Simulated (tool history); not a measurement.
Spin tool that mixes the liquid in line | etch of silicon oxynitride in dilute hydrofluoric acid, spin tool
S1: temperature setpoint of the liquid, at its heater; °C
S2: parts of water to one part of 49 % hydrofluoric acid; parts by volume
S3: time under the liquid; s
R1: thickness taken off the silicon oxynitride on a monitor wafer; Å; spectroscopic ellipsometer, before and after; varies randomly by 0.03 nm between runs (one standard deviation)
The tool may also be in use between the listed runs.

Run 1, day 0: S1 22 °C, S2 195 parts by volume, S3 95 s. Result: R1 21.888 Å.
Run 2, day 0.308: S1 23.5 °C, S2 190 parts by volume, S3 95 s. Result: R1 23.96 Å.
Run 3, day 0.683: S1 24.5 °C, S2 185 parts by volume, S3 95 s. Result: R1 26.199 Å.
Run 4, day 1: S1 24.5 °C, S2 135 parts by volume, S3 95 s. Result: R1 36.521 Å.
Run 5, day 1.296: S1 21 °C, S2 135 parts by volume, S3 95 s. Result: R1 31.395 Å.
Run 6, day 1.483: S1 22 °C, S2 135 parts by volume, S3 95 s. Result: R1 33.173 Å.
Run 7, day 1.792: S1 22.5 °C, S2 135 parts by volume, S3 95 s. Result: R1 34.011 Å.
Run 8, day 1.996: S1 23 °C, S2 135 parts by volume, S3 95 s. Result: R1 34.877 Å.

Predict the results of run 9:
Run 9, day 2.3: S1 23.5 °C, S2 135 parts by volume, S3 95 s. Result: R1 ?.

{"run 9": {"R1": 35.572}}

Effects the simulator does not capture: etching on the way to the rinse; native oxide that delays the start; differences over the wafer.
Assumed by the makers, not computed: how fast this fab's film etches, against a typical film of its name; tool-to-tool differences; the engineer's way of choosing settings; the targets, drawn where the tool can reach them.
